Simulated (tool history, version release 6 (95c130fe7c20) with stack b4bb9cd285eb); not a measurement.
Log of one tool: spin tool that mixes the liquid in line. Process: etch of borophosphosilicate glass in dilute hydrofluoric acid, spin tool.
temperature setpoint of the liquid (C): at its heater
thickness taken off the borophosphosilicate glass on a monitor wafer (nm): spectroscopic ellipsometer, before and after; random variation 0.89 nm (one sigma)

run,hour,temperature setpoint of the liquid (C),parts of water to one part of 49 % hydrofluoric acid (parts by volume),time under the liquid (s),thickness taken off the borophosphosilicate glass on a monitor wafer (nm)
1,0.0,24.0,105,85,36.299
2,3.2,26.0,85,85,49.536
3,6.1,28.5,85,85,55.715
4,9.3,29.5,75,85,65.827
5,13.3,29.5,100,85,46.702
6,20.2,30.0,85,85,57.471
7,28.3,30.5,75,85,67.911
8,31.3,30.5,75,85,67.946
9,37.8,31.0,70,85,74.459

Forecast run 10:
10,39.3,31.0,65,85,?

Run 10 gave thickness taken off the borophosphosilicate glass on a monitor wafer (nm) 81.240.

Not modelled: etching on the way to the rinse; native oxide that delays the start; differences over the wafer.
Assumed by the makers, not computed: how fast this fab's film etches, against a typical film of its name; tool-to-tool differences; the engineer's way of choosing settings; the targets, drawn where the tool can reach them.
